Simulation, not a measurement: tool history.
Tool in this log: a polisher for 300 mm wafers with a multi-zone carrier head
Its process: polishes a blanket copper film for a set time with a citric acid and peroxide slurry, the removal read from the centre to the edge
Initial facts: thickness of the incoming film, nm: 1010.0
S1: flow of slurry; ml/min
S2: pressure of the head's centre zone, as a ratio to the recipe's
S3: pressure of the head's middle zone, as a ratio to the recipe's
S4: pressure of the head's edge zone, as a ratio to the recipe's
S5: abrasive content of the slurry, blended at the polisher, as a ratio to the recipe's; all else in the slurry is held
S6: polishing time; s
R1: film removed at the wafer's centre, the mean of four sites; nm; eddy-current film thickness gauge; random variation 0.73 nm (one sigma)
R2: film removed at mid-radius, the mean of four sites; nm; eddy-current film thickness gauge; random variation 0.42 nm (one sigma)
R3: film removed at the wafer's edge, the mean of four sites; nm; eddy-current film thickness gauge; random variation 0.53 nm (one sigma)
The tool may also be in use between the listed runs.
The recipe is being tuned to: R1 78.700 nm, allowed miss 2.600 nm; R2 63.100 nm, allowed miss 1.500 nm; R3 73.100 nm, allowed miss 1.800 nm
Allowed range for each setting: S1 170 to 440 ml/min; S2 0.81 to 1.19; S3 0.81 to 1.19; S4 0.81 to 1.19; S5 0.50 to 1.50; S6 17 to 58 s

run	hour	S1	S2	S3	S4	S5	S6	R1	R2	R3
1	0.0	280	1.00	1.00	1.00	1.00	37	108.390	109.770	107.500
2	4.6	280	1.00	1.00	1.00	0.90	37	106.350	106.090	104.850
3	7.3	280	1.08	1.00	1.00	0.90	37	115.620	105.200	104.710
4	9.1	275	1.07	0.98	0.99	0.85	36	106.890	99.604	98.956
5	13.8	275	1.07	0.98	0.91	0.85	36	108.970	98.380	96.157
6	18.9	270	1.07	0.96	0.92	0.80	35	103.070	92.109	90.869
7	26.1	265	1.07	0.94	0.94	0.75	34	97.994	86.183	87.552
8	34.2	260	1.07	0.93	0.95	0.70	34	94.348	84.346	85.665
9	35.4	255	1.08	0.92	0.96	0.70	34	94.080	82.484	84.137
10	40.5	255	1.09	0.91	0.98	0.70	34	95.791	80.270	86.044
11	43.4	255	1.09	0.91	0.98	0.70	34	96.149	81.917	86.953
12	52.1	250	1.09	0.90	0.98	0.70	34	97.143	80.842	85.411
13	55.1	250	1.09	0.89	0.99	0.70	34	94.011	78.643	85.907
14	59.7	250	1.09	0.89	0.99	0.70	34	94.702	79.602	87.354
15	60.3	250	1.09	0.89	0.99	0.70	34	95.458	79.217	86.945
16	62.2	245	1.09	0.88	0.99	0.70	34	96.921	78.418	86.960
17	68.5	240	1.09	0.87	0.99	0.70	34	93.678	77.312	87.190
18	75.3	235	1.09	0.86	0.99	0.70	34	94.934	77.446	85.509
19	78.7	240	1.09	0.86	0.99	0.70	34	96.867	77.030	87.472
20	79.9	235	1.09	0.86	0.99	0.70	34	94.368	77.614	87.256
21	86.6	240	1.08	0.83	0.99	0.60	32	83.091	66.359	76.610

Which one of the following 5 next-run settings gets every result inside its allowed miss? There is exactly one.
A	93.3	260	1.03	0.84	1.03	0.55	31	?	?	?
B	93.3	215	1.09	0.88	1.10	0.60	28	?	?	?
C	93.3	290	1.07	0.83	1.01	0.60	30	?	?	?
D	93.3	290	1.03	0.84	1.02	0.50	32	?	?	?
E	93.3	245	1.15	0.81	0.95	0.65	29	?	?	?

move	R1	R2	R3
A	74.499	63.540	73.612
B	71.923	60.339	69.933
C	78.989	64.107	74.094
D	74.385	63.358	72.831
E	82.953	61.497	70.849
A: corrects the largest miss of the last run, while another result sits out of spec
B: takes the biggest miss from the last run beyond its target
C: every result lands within tolerance
D: corrects the largest miss of the last run, while another result sits out of spec
E: takes the biggest miss from the last run beyond its target
C meets every target.
